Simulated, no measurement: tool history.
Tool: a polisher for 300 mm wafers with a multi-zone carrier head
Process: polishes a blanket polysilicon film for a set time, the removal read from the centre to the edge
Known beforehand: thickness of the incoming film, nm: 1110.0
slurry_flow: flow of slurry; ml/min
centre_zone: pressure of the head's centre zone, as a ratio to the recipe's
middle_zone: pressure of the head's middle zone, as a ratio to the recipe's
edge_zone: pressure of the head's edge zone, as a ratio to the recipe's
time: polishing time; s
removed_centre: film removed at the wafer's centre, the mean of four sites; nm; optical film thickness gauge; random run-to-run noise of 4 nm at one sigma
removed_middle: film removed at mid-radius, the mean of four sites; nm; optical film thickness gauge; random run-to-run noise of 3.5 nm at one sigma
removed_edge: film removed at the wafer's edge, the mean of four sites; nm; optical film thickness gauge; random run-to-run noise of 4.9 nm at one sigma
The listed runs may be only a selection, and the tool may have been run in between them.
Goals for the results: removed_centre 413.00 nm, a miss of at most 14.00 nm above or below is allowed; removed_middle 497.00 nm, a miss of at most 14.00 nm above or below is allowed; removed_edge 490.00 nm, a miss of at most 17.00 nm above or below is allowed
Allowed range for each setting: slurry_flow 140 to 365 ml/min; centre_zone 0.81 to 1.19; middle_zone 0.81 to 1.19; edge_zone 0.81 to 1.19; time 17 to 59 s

{"run": 1, "hour": 0.0, "slurry_flow": 235, "centre_zone": 1.0, "middle_zone": 1.0, "edge_zone": 1.0, "time": 38, "removed_centre": 409.91, "removed_middle": 407.26, "removed_edge": 417.05}
{"run": 2, "hour": 4.5, "slurry_flow": 235, "centre_zone": 1.0, "middle_zone": 1.0, "edge_zone": 1.04, "time": 38, "removed_centre": 415.88, "removed_middle": 407.52, "removed_edge": 409.55}
{"run": 3, "hour": 6.8, "slurry_flow": 240, "centre_zone": 0.97, "middle_zone": 1.01, "edge_zone": 1.02, "time": 39, "removed_centre": 411.22, "removed_middle": 421.03, "removed_edge": 421.65}
{"run": 4, "hour": 10.0, "slurry_flow": 240, "centre_zone": 0.94, "middle_zone": 1.01, "edge_zone": 1.02, "time": 40, "removed_centre": 408.75, "removed_middle": 432.6, "removed_edge": 446.29}
{"run": 5, "hour": 18.0, "slurry_flow": 240, "centre_zone": 0.94, "middle_zone": 1.01, "edge_zone": 1.02, "time": 48, "removed_centre": 489.77, "removed_middle": 517.89, "removed_edge": 513.31}
{"run": 6, "hour": 25.1, "slurry_flow": 240, "centre_zone": 0.94, "middle_zone": 1.01, "edge_zone": 1.02, "time": 56, "removed_centre": 584.53, "removed_middle": 596.84, "removed_edge": 615.35}
{"run": 7, "hour": 30.4, "slurry_flow": 240, "centre_zone": 0.94, "middle_zone": 1.01, "edge_zone": 1.02, "time": 56, "removed_centre": 576.55, "removed_middle": 597.08, "removed_edge": 622.16}
{"run": 8, "hour": 37.1, "slurry_flow": 235, "centre_zone": 0.92, "middle_zone": 1.01, "edge_zone": 1.0, "time": 54, "removed_centre": 543.97, "removed_middle": 577.73, "removed_edge": 583.14}
{"run": 9, "hour": 42.9, "slurry_flow": 225, "centre_zone": 0.9, "middle_zone": 1.0, "edge_zone": 0.99, "time": 53, "removed_centre": 514.15, "removed_middle": 562.57, "removed_edge": 567.26}
{"run": 10, "hour": 51.4, "slurry_flow": 195, "centre_zone": 0.81, "middle_zone": 0.95, "edge_zone": 0.89, "time": 48, "removed_centre": 408.13, "removed_middle": 482.08, "removed_edge": 478.3}

Which one of the following 5 next-run settings gets every result inside its allowed miss? There is exactly one.
{"run": "A", "hour": 59.9, "slurry_flow": 175, "centre_zone": 0.81, "middle_zone": 0.95, "edge_zone": 0.87, "time": 50, "removed_centre": "?", "removed_middle": "?", "removed_edge": "?"}
{"run": "B", "hour": 59.9, "slurry_flow": 180, "centre_zone": 0.84, "middle_zone": 0.95, "edge_zone": 0.86, "time": 50, "removed_centre": "?", "removed_middle": "?", "removed_edge": "?"}
{"run": "C", "hour": 59.9, "slurry_flow": 205, "centre_zone": 0.81, "middle_zone": 0.98, "edge_zone": 1.1, "time": 48, "removed_centre": "?", "removed_middle": "?", "removed_edge": "?"}
{"run": "D", "hour": 59.9, "slurry_flow": 205, "centre_zone": 0.81, "middle_zone": 1.0, "edge_zone": 0.81, "time": 47, "removed_centre": "?", "removed_middle": "?", "removed_edge": "?"}
{"run": "E", "hour": 59.9, "slurry_flow": 250, "centre_zone": 0.81, "middle_zone": 1.08, "edge_zone": 0.91, "time": 47, "removed_centre": "?", "removed_middle": "?", "removed_edge": "?"}

move=A removed_centre=412.89 removed_middle=490.07 removed_edge=486.42
move=B removed_centre=430.91 removed_middle=492.63 removed_edge=485.78
move=C removed_centre=408.97 removed_middle=493.43 removed_edge=532.99
move=D removed_centre=400.49 removed_middle=489.78 removed_edge=451.87
move=E removed_centre=413.42 removed_middle=530.18 removed_edge=485.83
A: all results land within tolerance of their targets
B: brings the last run's worst result on target, with another outside its allowed miss
C: brings the last run's worst result on target, with another outside its allowed miss
D: brings the last run's worst result on target, with another outside its allowed miss
E: takes the biggest miss from the last run beyond its target
The move that meets every target is A.
